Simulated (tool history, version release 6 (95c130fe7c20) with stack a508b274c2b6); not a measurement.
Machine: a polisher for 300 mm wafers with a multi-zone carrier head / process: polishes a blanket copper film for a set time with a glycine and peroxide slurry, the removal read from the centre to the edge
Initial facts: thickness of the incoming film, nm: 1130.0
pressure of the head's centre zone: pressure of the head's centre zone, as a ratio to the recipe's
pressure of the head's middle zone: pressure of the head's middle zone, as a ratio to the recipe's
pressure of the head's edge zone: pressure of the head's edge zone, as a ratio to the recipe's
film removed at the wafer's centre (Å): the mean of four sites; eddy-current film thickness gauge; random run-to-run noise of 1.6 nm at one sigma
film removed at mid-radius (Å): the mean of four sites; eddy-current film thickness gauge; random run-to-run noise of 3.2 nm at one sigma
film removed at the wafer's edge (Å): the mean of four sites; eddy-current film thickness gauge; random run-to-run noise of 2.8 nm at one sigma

run,hour,flow of slurry (ml/min),pressure of the head's centre zone,pressure of the head's middle zone,pressure of the head's edge zone,polishing time (s),film removed at the wafer's centre (Å),film removed at mid-radius (Å),film removed at the wafer's edge (Å)
1,0.0,150,1.00,1.00,1.00,65,2174.4,2214.2,2202.5
2,5.3,150,1.00,1.05,1.00,65,2207.0,2351.5,2206.6
3,10.4,150,1.00,0.99,1.00,65,2186.3,2256.8,2205.1
4,14.9,150,1.00,0.92,1.00,65,2159.2,2139.7,2182.8
5,22.6,155,0.99,0.93,1.03,67,2259.1,2228.4,2285.2
6,31.0,155,0.99,0.93,1.03,77,2602.2,2530.3,2647.6
7,37.0,155,0.98,0.94,1.05,78,2615.2,2656.4,2714.6

Run 8 has not been measured yet. What should we expect?
8,44.7,150,0.97,0.93,1.07,78,?,?,?

Logged for run 8: film removed at the wafer's centre (Å) 2541.9, film removed at mid-radius (Å) 2603.1, film removed at the wafer's edge (Å) 2712.4.

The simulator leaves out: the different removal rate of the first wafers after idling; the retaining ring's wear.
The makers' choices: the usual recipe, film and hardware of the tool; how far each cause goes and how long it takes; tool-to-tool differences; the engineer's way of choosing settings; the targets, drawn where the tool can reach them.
